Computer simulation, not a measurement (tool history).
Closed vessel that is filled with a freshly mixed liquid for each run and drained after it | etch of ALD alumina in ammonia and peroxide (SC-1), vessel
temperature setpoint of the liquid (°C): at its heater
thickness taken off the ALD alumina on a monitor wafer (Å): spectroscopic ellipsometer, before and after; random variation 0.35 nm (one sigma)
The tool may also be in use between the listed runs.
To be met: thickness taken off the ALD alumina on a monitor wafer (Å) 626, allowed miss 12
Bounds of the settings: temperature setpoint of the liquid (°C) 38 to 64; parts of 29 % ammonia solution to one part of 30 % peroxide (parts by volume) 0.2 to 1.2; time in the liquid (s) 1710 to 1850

| run | hour | temperature setpoint of the liquid (°C) | parts of 29 % ammonia solution to one part of 30 % peroxide (parts by volume) | time in the liquid (s) | thickness taken off the ALD alumina on a monitor wafer (Å) |
|---|---|---|---|---|---|
| 1 | 0 | 48 | 0.85 | 1710 | 797.41 |
| 2 | 4.3 | 48 | 0.85 | 1850 | 857.05 |
| 3 | 9 | 48 | 0.85 | 1850 | 853.53 |
| 4 | 16 | 44.5 | 0.85 | 1850 | 707.43 |
| 5 | 24.6 | 44 | 0.85 | 1850 | 692.46 |
| 6 | 31.7 | 38 | 0.85 | 1850 | 484.61 |
| 7 | 33.5 | 39.5 | 0.85 | 1850 | 529.81 |
| 8 | 35.8 | 40.5 | 0.85 | 1850 | 563.54 |
| 9 | 38 | 40.5 | 0.85 | 1850 | 567.13 |
| 10 | 43 | 41 | 0.85 | 1850 | 573.2 |

Which of these 4 next moves meets every target?
| A | 48 | 43.5 | 1.1 | 1785 | ? |
| B | 48 | 44.5 | 0.45 | 1825 | ? |
| C | 48 | 43 | 0.55 | 1850 | ? |
| D | 48 | 42.5 | 1.1 | 1850 | ? |

| move | thickness taken off the ALD alumina on a monitor wafer (Å) |
|---|---|
| A | 661.7 |
| B | 658.01 |
| C | 623.75 |
| D | 647.34 |
A: takes the result that was furthest off past its target
B: takes the result that was furthest off past its target
C: meets every target
D: takes the result that was furthest off past its target
Move C is the one to make.

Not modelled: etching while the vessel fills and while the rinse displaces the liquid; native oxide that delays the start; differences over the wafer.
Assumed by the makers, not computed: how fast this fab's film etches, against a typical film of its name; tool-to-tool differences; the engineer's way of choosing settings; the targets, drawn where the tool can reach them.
